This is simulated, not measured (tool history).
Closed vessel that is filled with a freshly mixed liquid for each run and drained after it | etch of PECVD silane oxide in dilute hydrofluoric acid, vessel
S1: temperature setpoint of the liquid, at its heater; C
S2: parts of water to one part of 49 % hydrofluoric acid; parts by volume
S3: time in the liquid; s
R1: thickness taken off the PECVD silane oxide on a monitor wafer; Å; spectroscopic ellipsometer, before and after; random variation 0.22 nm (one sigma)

run	hour	S1	S2	S3	R1
1	0.0	21.0	215	1210	1083.90
2	8.4	20.0	230	1210	956.64
3	9.0	19.5	240	1210	888.40
4	9.8	19.5	175	1210	1306.60
5	14.9	22.5	175	1210	1465.30
6	16.8	22.5	175	1210	1465.70
7	19.2	21.0	200	1210	1179.40
8	22.7	20.0	220	1210	1006.70

Run 9 comes next. What will it give?
9	23.3	19.5	230	1210	?

{"run 9": {"R1": 939.71}}

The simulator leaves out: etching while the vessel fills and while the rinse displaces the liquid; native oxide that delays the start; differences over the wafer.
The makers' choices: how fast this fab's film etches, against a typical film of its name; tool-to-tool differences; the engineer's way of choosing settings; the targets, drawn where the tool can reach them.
